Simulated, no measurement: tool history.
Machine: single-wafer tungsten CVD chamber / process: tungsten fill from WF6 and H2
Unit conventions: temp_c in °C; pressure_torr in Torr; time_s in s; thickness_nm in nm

{"run": 1, "hour": 0.0, "temp_c": 375, "pressure_torr": 40.8, "time_s": 30.8, "thickness_nm": 66.347}
{"run": 2, "hour": 3.8, "temp_c": 375, "pressure_torr": 34.9, "time_s": 30.8, "thickness_nm": 61.773}
{"run": 3, "hour": 9.9, "temp_c": 370, "pressure_torr": 34.9, "time_s": 30.8, "thickness_nm": 55.846}
{"run": 4, "hour": 11.0, "temp_c": 370, "pressure_torr": 30.9, "time_s": 30.8, "thickness_nm": 52.875}
{"run": 5, "hour": 15.3, "temp_c": 379, "pressure_torr": 30.9, "time_s": 30.8, "thickness_nm": 62.497}
{"run": 6, "hour": 19.7, "temp_c": 379, "pressure_torr": 34.8, "time_s": 30.8, "thickness_nm": 66.083}

For run 7, what comes out?
{"run": 7, "hour": 25.8, "temp_c": 378, "pressure_torr": 34.8, "time_s": 30.8, "thickness_nm": "?"}

thickness_nm: 65.001 nm
